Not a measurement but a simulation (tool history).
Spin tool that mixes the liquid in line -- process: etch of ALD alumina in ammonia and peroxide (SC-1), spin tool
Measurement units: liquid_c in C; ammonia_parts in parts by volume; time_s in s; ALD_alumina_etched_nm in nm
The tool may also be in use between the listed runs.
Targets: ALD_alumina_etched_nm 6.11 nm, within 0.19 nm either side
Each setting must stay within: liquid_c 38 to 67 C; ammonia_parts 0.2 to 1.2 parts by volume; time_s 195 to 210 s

run,day,liquid_c,ammonia_parts,time_s,ALD_alumina_etched_nm
1,0,51,0.7,195,8.2435
2,0.233,50,0.7,195,7.8301
3,0.454,49.5,0.7,195,7.473
4,0.808,53,0.7,195,9.2357
5,0.883,53,0.9,195,9.3395
6,1.012,53,0.9,195,9.4139
7,1.171,52,0.9,195,8.8248
8,1.221,51,0.9,195,8.3696
9,1.267,50,0.9,195,7.9418
10,1.467,49,0.9,195,7.5101
11,1.604,44.5,0.9,195,5.8719

Which of these 4 next moves meets every target?
A,1.742,43,0.9,205,?
B,1.742,45,1.05,195,?
C,1.742,44,0.95,195,?
D,1.742,43,0.8,210,?

move,ALD_alumina_etched_nm
A,5.6658
B,6.1338
C,5.7382
D,5.7392
A: further off than the last run
B: in spec on every target
C: further off than the last run
D: further off than the last run
Go with B: it meets all targets.
